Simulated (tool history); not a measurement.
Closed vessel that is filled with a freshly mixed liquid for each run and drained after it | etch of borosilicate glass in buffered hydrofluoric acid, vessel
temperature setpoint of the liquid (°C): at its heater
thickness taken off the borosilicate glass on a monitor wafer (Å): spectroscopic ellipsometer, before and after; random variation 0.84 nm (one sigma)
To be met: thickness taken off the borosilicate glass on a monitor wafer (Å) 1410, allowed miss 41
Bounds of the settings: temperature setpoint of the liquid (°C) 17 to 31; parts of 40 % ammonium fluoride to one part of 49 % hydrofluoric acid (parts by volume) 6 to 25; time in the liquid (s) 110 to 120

| run | hour | temperature setpoint of the liquid (°C) | parts of 40 % ammonium fluoride to one part of 49 % hydrofluoric acid (parts by volume) | time in the liquid (s) | thickness taken off the borosilicate glass on a monitor wafer (Å) |
|---|---|---|---|---|---|
| 1 | 0 | 23 | 15.5 | 110 | 785.16 |
| 2 | 7.7 | 23 | 18 | 110 | 685.87 |
| 3 | 14.3 | 23 | 19.5 | 110 | 635.33 |
| 4 | 17 | 24 | 18.5 | 110 | 706.98 |
| 5 | 20.3 | 26 | 18.5 | 110 | 787.39 |
| 6 | 27.9 | 26 | 18.5 | 120 | 856.73 |
| 7 | 32.4 | 27 | 17.5 | 120 | 948.43 |
| 8 | 38.3 | 27.5 | 17 | 120 | 1008.3 |
| 9 | 45.6 | 28 | 16.5 | 120 | 1066.7 |
| 10 | 51.1 | 28 | 16.5 | 120 | 1053.9 |
| 11 | 57.5 | 31 | 14 | 120 | 1484.8 |

5 next moves are on the table. One of them brings every result within its allowed miss. Which?
| A | 63.9 | 28 | 12 | 115 | ? |
| B | 63.9 | 29.5 | 12.5 | 120 | ? |
| C | 63.9 | 29.5 | 12 | 115 | ? |
| D | 63.9 | 30 | 11.5 | 110 | ? |
| E | 63.9 | 31 | 12.5 | 115 | ? |

| move | thickness taken off the borosilicate glass on a monitor wafer (Å) |
|---|---|
| A | 1392.9 |
| B | 1509.6 |
| C | 1506.2 |
| D | 1541.8 |
| E | 1563.3 |
A: meets every target
B: further off than the last run
C: further off than the last run
D: further off than the last run
E: further off than the last run
Answer: A
